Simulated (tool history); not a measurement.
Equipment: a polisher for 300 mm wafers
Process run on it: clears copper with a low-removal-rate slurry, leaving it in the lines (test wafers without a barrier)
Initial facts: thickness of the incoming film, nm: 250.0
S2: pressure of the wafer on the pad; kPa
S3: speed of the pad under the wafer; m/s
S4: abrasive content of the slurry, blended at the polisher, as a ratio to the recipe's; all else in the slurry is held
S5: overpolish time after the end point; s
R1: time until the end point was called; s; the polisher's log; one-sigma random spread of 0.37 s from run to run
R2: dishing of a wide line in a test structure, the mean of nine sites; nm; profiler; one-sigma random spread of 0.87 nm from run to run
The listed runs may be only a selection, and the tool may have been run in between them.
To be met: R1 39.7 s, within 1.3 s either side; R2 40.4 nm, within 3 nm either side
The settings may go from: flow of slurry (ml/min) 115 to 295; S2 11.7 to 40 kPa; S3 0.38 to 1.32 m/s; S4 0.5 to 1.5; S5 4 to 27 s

Run 1, hour 0: flow of slurry (ml/min) 190, S2 25.5 kPa, S3 0.84 m/s, S4 1, S5 14 s. Result: R1 62.658 s, R2 38.067 nm.
Run 2, hour 1.7: flow of slurry (ml/min) 195, S2 28.3 kPa, S3 0.84 m/s, S4 1, S5 12 s. Result: R1 55.991 s, R2 37.535 nm.
Run 3, hour 6: flow of slurry (ml/min) 195, S2 28.3 kPa, S3 0.84 m/s, S4 1, S5 9 s. Result: R1 56.607 s, R2 29.881 nm.
Run 4, hour 11.5: flow of slurry (ml/min) 200, S2 30.3 kPa, S3 0.84 m/s, S4 1, S5 9 s. Result: R1 53.049 s, R2 31.694 nm.
Run 5, hour 15.7: flow of slurry (ml/min) 200, S2 30.3 kPa, S3 1 m/s, S4 1, S5 9 s. Result: R1 44.746 s, R2 35.164 nm.
Run 6, hour 20.8: flow of slurry (ml/min) 200, S2 30.3 kPa, S3 1 m/s, S4 1, S5 5 s. Result: R1 44.363 s, R2 20.299 nm.
Run 7, hour 23.2: flow of slurry (ml/min) 195, S2 33.8 kPa, S3 1 m/s, S4 1, S5 11 s. Result: R1 40.572 s, R2 48.846 nm.
Run 8, hour 30.4: flow of slurry (ml/min) 195, S2 33.8 kPa, S3 1 m/s, S4 1, S5 10 s. Result: R1 39.843 s, R2 43.753 nm.

5 candidate next runs follow, results not yet known. Just one meets every target within its allowed miss. Identify it.
Run A, hour 37.6: flow of slurry (ml/min) 180, S2 30.3 kPa, S3 1.1 m/s, S4 0.95, S5 8 s. Result: R1 ?, R2 ?.
Run B, hour 37.6: flow of slurry (ml/min) 195, S2 34.5 kPa, S3 0.98 m/s, S4 1.05, S5 11 s. Result: R1 ?, R2 ?.
Run C, hour 37.6: flow of slurry (ml/min) 210, S2 33.8 kPa, S3 1.02 m/s, S4 0.95, S5 9 s. Result: R1 ?, R2 ?.
Run D, hour 37.6: flow of slurry (ml/min) 140, S2 31.7 kPa, S3 1.18 m/s, S4 0.9, S5 11 s. Result: R1 ?, R2 ?.
Run E, hour 37.6: flow of slurry (ml/min) 220, S2 39.3 kPa, S3 0.9 m/s, S4 0.8, S5 11 s. Result: R1 ?, R2 ?.

move      R1      R2
   A  41.092   34.45
   B  39.215  48.101
   C  39.015  40.339
   D  38.905  48.288
   E  39.453   48.06
A: carries the result that was furthest off beyond its target, to the other side
B: further off than the last run
C: every result lands within tolerance
D: further off than the last run
E: further off than the last run
Correct choice: C, which meets every target
